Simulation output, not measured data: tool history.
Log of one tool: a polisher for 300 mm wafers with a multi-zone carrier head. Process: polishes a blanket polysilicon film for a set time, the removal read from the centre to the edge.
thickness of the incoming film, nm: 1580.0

run	hour	flow of slurry (ml/min)	pressure of the head's centre zone	pressure of the head's middle zone	pressure of the head's edge zone	polishing time (s)	film removed at the wafer's centre (angstrom)	film removed at mid-radius (angstrom)	film removed at the wafer's edge (angstrom)
1	0	185	1	1	1	62	6497.8	6536	6625.3
2	3.7	185	1	1	1	68	7011	7186.6	7258.1
3	10.6	185	1	1	1	61	6348.4	6351.3	6561
4	18.6	230	1	1	1	61	6655.8	6788.2	6691.4
5	24.6	230	1	1	0.92	61	6602	6635.7	6474.9
6	25.8	230	0.95	1	0.92	61	6084.1	6784.1	6419.1
7	30.8	225	0.96	0.98	0.91	57	5672.3	5975.8	5950.8
8	37.1	225	0.97	0.97	0.9	53	5323.8	5538.2	5517.9
9	37.6	220	0.98	0.96	0.89	51	5254.7	5253.7	5304.5
10	41.7	215	0.99	0.95	0.88	49	5145.8	4990.1	4990

The next listed run, before its measurement:
11	47	205	0.99	0.93	0.87	48	?	?	?

Run 11 gave film removed at the wafer's centre (angstrom) 5142.7, film removed at mid-radius (angstrom) 4914.6, film removed at the wafer's edge (angstrom) 4835.
